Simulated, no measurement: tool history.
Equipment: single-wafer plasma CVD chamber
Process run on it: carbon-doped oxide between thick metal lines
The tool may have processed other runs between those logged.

run	hour	heater temperature setpoint (deg C)	chamber pressure (Torr)	RF power (kW)	deposition time (s)	mean film thickness on the monitor wafer (Å)
1	0	335	4.1	0.455	188	9444.6
2	5.3	332	4.28	0.46	188	9575.8
3	8.2	332	3.82	0.46	188	9343.9
4	14.6	332	3.82	0.4	188	8731.6
5	21.8	330	4.15	0.42	188	9084.8
6	27.8	329	4.4	0.435	188	9434
7	35.5	328	4.64	0.44	188	9526.7

Run 8 has not been measured yet. What should we expect?
8	38.2	327	4.81	0.45	188	?

{"run 8": {"mean film thickness on the monitor wafer (Å)": 9856.9}}

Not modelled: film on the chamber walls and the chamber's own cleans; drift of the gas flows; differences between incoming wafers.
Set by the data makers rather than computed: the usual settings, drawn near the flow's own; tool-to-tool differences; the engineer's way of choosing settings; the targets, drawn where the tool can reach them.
